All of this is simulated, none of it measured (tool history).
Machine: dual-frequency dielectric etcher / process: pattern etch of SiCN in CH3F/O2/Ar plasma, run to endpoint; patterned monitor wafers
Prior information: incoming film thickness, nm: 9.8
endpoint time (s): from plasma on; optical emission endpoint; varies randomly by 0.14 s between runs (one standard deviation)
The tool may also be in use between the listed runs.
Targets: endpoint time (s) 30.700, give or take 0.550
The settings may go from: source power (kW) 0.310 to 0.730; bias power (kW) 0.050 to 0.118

{"run": 1, "hour": 0.0, "source power (kW)": 0.52, "bias power (kW)": 0.084, "endpoint time (s)": 25.325}
{"run": 2, "hour": 1.6, "source power (kW)": 0.48, "bias power (kW)": 0.081, "endpoint time (s)": 26.157}
{"run": 3, "hour": 9.8, "source power (kW)": 0.45, "bias power (kW)": 0.077, "endpoint time (s)": 27.314}
{"run": 4, "hour": 10.6, "source power (kW)": 0.45, "bias power (kW)": 0.083, "endpoint time (s)": 26.626}
{"run": 5, "hour": 14.3, "source power (kW)": 0.42, "bias power (kW)": 0.08, "endpoint time (s)": 27.36}
{"run": 6, "hour": 22.8, "source power (kW)": 0.4, "bias power (kW)": 0.077, "endpoint time (s)": 28.202}
{"run": 7, "hour": 30.1, "source power (kW)": 0.31, "bias power (kW)": 0.071, "endpoint time (s)": 31.763}
{"run": 8, "hour": 35.6, "source power (kW)": 0.32, "bias power (kW)": 0.071, "endpoint time (s)": 31.323}

Consider the 5 candidate settings below. Which is the only one whose results all fall within their allowed miss of target?
{"run": "A", "hour": 41.1, "source power (kW)": 0.31, "bias power (kW)": 0.072, "endpoint time (s)": "?"}
{"run": "B", "hour": 41.1, "source power (kW)": 0.31, "bias power (kW)": 0.071, "endpoint time (s)": "?"}
{"run": "C", "hour": 41.1, "source power (kW)": 0.32, "bias power (kW)": 0.068, "endpoint time (s)": "?"}
{"run": "D", "hour": 41.1, "source power (kW)": 0.31, "bias power (kW)": 0.067, "endpoint time (s)": "?"}
{"run": "E", "hour": 41.1, "source power (kW)": 0.31, "bias power (kW)": 0.079, "endpoint time (s)": "?"}

move=A endpoint_time_(s)=31.801
move=B endpoint_time_(s)=31.986
move=C endpoint_time_(s)=32.225
move=D endpoint_time_(s)=32.759
move=E endpoint_time_(s)=30.601
A: its largest miss is bigger than the last run's
B: its largest miss is bigger than the last run's
C: its largest miss is bigger than the last run's
D: its largest miss is bigger than the last run's
E: all results land within tolerance of their targets
E meets every target.

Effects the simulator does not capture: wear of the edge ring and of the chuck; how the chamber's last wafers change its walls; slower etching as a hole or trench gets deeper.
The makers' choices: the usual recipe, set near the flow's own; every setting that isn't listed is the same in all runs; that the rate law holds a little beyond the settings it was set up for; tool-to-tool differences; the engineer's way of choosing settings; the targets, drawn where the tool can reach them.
